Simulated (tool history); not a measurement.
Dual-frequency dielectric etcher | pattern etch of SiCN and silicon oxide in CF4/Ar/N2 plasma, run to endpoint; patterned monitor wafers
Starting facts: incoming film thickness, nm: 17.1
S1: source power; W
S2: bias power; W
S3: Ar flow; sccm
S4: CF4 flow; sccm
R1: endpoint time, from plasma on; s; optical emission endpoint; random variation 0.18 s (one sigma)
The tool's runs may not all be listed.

run	hour	S1	S2	S3	S4	R1
1	0.0	350	64	72	54	22.816
2	3.2	310	61	73	53	26.669
3	9.0	310	56	73	53	27.287
4	16.2	310	56	73	47	27.772
5	18.4	290	56	73	47	29.794
6	21.8	280	56	73	47	31.209

Run 7 has not been measured yet. What should we expect?
7	24.2	240	55	73	47	?

For run 7 the tool returned R1 38.178 s.
